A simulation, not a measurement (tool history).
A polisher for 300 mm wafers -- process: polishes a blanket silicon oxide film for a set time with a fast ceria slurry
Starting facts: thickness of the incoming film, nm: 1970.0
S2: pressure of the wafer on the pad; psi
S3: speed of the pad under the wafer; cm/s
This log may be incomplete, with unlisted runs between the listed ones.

Run 1, hour 0: flow of slurry (ml/min) 290, S2 2.7 psi, S3 88 cm/s, polishing time (s) 28. Result: film removed (angstrom) 3243.6.
Run 2, hour 2.6: flow of slurry (ml/min) 290, S2 2.4 psi, S3 82 cm/s, polishing time (s) 28. Result: film removed (angstrom) 2772.8.
Run 3, hour 7.7: flow of slurry (ml/min) 225, S2 2.4 psi, S3 82 cm/s, polishing time (s) 28. Result: film removed (angstrom) 2686.2.
Run 4, hour 8.5: flow of slurry (ml/min) 225, S2 2.1 psi, S3 76 cm/s, polishing time (s) 28. Result: film removed (angstrom) 2185.5.
Run 5, hour 9.8: flow of slurry (ml/min) 225, S2 2.6 psi, S3 76 cm/s, polishing time (s) 28. Result: film removed (angstrom) 2728.7.
Run 6, hour 16.1: flow of slurry (ml/min) 225, S2 2.6 psi, S3 76 cm/s, polishing time (s) 25. Result: film removed (angstrom) 2453.2.
Run 7, hour 24.9: flow of slurry (ml/min) 225, S2 2.3 psi, S3 74 cm/s, polishing time (s) 25. Result: film removed (angstrom) 2086.4.
Run 8, hour 30.5: flow of slurry (ml/min) 225, S2 2.1 psi, S3 74 cm/s, polishing time (s) 25. Result: film removed (angstrom) 1926.3.
Run 9, hour 39.4: flow of slurry (ml/min) 225, S2 1.9 psi, S3 74 cm/s, polishing time (s) 25. Result: film removed (angstrom) 1783.
Run 10, hour 46.1: flow of slurry (ml/min) 225, S2 1.8 psi, S3 74 cm/s, polishing time (s) 25. Result: film removed (angstrom) 1702.6.
Run 11, hour 49.3: flow of slurry (ml/min) 225, S2 1.7 psi, S3 74 cm/s, polishing time (s) 25. Result: film removed (angstrom) 1576.7.

Run 12 has not been measured yet. What should we expect?
Run 12, hour 53.8: flow of slurry (ml/min) 225, S2 1.6 psi, S3 74 cm/s, polishing time (s) 25. Result: film removed (angstrom) ?.

film removed (angstrom): 1525
